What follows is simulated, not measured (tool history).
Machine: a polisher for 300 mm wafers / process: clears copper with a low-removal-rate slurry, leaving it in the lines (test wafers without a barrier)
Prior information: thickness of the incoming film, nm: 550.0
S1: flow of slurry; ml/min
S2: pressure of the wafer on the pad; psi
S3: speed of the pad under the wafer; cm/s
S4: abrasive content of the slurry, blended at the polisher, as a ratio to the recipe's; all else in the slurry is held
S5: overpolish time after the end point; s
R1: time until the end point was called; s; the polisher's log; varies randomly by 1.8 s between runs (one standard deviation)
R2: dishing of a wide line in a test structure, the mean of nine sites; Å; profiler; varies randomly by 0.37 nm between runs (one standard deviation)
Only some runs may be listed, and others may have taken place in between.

run 1 day=0 | S1=245 S2=2.6 S3=128 S4=1 S5=26 | R1=151.18 R2=519.36
run 2 day=0.196 | S1=245 S2=2.6 S3=98 S4=1 S5=26 | R1=195.25 R2=431.26
run 3 day=0.521 | S1=250 S2=2.5 S3=104 S4=1.05 S5=23 | R1=189.98 R2=404.13
run 4 day=0.779 | S1=250 S2=2.5 S3=104 S4=1.25 S5=23 | R1=179.43 R2=426.37
run 5 day=1.138 | S1=250 S2=2.5 S3=104 S4=1.15 S5=23 | R1=182.16 R2=434.18
run 6 day=1.433 | S1=235 S2=2.5 S3=106 S4=1.05 S5=21 | R1=183.81 R2=384.5
run 7 day=1.767 | S1=220 S2=2.5 S3=110 S4=0.95 S5=19 | R1=181.08 R2=361.03
run 8 day=2.104 | S1=210 S2=2.4 S3=116 S4=0.9 S5=17 | R1=177.71 R2=318.71
run 9 day=2.338 | S1=200 S2=2.3 S3=122 S4=0.85 S5=16 | R1=178.78 R2=321.68
run 10 day=2.417 | S1=270 S2=2.5 S3=86 S4=1.1 S5=8 | R1=220.53 R2=137.16
run 11 day=2.704 | S1=265 S2=2.6 S3=86 S4=1.1 S5=8 | R1=215.98 R2=140.22
run 12 day=3.05 | S1=260 S2=2.7 S3=86 S4=1.1 S5=8 | R1=207.62 R2=147.66
run 13 day=3.146 | S1=255 S2=2.8 S3=86 S4=1.1 S5=8 | R1=207.29 R2=150.02
-- day=3.379 slurry nozzle cleaned
run 14 day=3.379 | S1=250 S2=2.9 S3=86 S4=1.1 S5=8 | R1=196.25 R2=159.66
run 15 day=3.696 | S1=250 S2=3 S3=86 S4=1.1 S5=8 | R1=195.2 R2=152.48
run 16 day=3.85 | S1=255 S2=3.5 S3=88 S4=1.1 S5=12 | R1=170.24 R2=261.65
run 17 day=3.929 | S1=275 S2=3.5 S3=88 S4=1.1 S5=11 | R1=168.62 R2=229.09
run 18 day=3.975 | S1=280 S2=3.5 S3=88 S4=1.1 S5=11 | R1=168.39 R2=243.13
run 19 day=4.175 | S1=275 S2=3.4 S3=90 S4=1.15 S5=11 | R1=164.07 R2=242.48
run 20 day=4.296 | S1=290 S2=3.4 S3=90 S4=1.15 S5=11 | R1=165.17 R2=246.01
run 21 day=4.579 | S1=265 S2=3.4 S3=90 S4=1.15 S5=11 | R1=170.57 R2=244.78

Estimate the outcome of run 22 from the log above:
run 22 day=4.783 | S1=275 S2=3.4 S3=90 S4=1.1 S5=11 | R1=? R2=?

{"run 22": {"R1": 167.82, "R2": 239.23}}
